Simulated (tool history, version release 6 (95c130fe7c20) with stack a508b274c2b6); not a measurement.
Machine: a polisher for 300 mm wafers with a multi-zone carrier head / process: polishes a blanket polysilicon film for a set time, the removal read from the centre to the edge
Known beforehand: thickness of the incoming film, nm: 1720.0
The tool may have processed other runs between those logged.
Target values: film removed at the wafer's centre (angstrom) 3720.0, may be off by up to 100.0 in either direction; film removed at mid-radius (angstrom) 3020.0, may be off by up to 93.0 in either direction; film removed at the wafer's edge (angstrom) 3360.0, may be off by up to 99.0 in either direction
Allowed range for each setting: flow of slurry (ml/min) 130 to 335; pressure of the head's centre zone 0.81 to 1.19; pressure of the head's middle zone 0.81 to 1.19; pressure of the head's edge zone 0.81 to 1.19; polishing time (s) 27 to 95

run,hour,flow of slurry (ml/min),pressure of the head's centre zone,pressure of the head's middle zone,pressure of the head's edge zone,polishing time (s),film removed at the wafer's centre (angstrom),film removed at mid-radius (angstrom),film removed at the wafer's edge (angstrom)
1,0.0,215,1.00,1.00,1.00,61,6329.8,6383.7,6259.4
2,1.9,215,1.00,0.94,1.00,61,6386.4,6074.9,6361.9
3,6.0,215,1.00,0.94,1.05,61,6349.8,6047.8,6476.9
4,11.7,190,1.02,0.90,0.99,49,5114.6,4634.4,5034.6
5,18.6,185,1.04,0.87,0.95,42,4449.7,3852.6,4253.4
6,23.6,180,1.05,0.85,0.91,39,4192.6,3507.9,3859.0
7,27.3,170,1.05,0.84,0.89,38,4041.0,3289.0,3725.0
8,35.9,170,1.05,0.84,0.86,37,3974.6,3214.1,3581.9

Which single option among these 5 for the next run brings every result within its allowed miss of target? Just one does.
A,44.5,150,1.16,0.89,0.84,37,?,?,?
B,44.5,225,1.14,0.90,0.81,35,?,?,?
C,44.5,135,1.01,0.91,0.94,38,?,?,?
D,44.5,175,1.19,0.86,0.81,34,?,?,?
E,44.5,170,1.04,0.82,0.82,35,?,?,?

move,film removed at the wafer's centre (angstrom),film removed at mid-radius (angstrom),film removed at the wafer's edge (angstrom)
A,4251.3,3327.0,3492.7
B,4189.2,3346.0,3388.6
C,3731.3,3428.4,3693.3
D,4105.1,3035.7,3220.0
E,3672.7,2996.1,3321.2
A: misses by more than the last run did
B: misses by more than the last run did
C: the worst result of the last run now meets its target, but another is out of spec
D: misses by more than the last run did
E: meets every target
So the answer is move E, the one that meets all the targets.
